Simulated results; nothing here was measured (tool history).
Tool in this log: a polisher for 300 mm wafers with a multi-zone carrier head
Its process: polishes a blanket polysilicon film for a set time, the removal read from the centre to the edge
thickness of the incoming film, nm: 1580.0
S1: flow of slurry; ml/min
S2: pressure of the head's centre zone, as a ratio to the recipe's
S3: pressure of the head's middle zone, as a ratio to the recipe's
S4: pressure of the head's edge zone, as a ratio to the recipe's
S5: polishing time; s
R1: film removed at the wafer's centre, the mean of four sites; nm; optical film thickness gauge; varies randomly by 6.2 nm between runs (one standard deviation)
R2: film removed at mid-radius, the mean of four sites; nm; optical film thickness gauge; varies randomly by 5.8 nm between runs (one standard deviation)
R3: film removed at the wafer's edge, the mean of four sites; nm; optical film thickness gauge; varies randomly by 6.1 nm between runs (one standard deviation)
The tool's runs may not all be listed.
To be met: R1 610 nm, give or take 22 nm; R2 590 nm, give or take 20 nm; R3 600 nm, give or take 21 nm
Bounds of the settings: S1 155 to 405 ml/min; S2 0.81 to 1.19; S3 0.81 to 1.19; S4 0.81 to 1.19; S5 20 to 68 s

run	hour	S1	S2	S3	S4	S5	R1	R2	R3
1	0	260	1	1	1	44	461.41	470.02	470.66
2	3.6	265	1.03	1.02	1.04	46	501.03	499.21	509.85
3	8.3	265	1.03	0.94	1.04	46	503.97	458.47	503.03
4	9.5	265	1.03	0.88	1.04	46	493.88	441.24	498.51
5	14.2	275	1.05	0.96	1.07	47	513.51	481.13	525.73
6	19.3	275	1.05	1.04	1.07	47	514.62	520.19	521.11
7	21	275	1.07	1.05	1.09	49	561.17	539.66	543.63
8	28.3	285	1.07	1.06	1.11	50	561.64	553.15	565.84
9	32.2	290	1.08	1.07	1.12	51	576.4	569.34	579.68
10	36.4	290	1.09	1.07	1.13	51	585.56	579.46	588.78

Which one of the following 4 next-run settings gets every result inside its allowed miss? There is exactly one.
A	40.6	305	1.09	1.08	1.18	50	?	?	?
B	40.6	285	1.09	1.06	1.12	53	?	?	?
C	40.6	375	1	1.06	1.19	51	?	?	?
D	40.6	270	1.05	1.07	1.11	50	?	?	?

move	R1	R2	R3
A	576.53	579.5	587.45
B	607.24	601.21	603.7
C	553.45	591.19	609.29
D	551	569.19	564.87
A: the biggest miss grows against the last run
B: every result within its allowed miss
C: the biggest miss grows against the last run
D: the biggest miss grows against the last run
Answer: B

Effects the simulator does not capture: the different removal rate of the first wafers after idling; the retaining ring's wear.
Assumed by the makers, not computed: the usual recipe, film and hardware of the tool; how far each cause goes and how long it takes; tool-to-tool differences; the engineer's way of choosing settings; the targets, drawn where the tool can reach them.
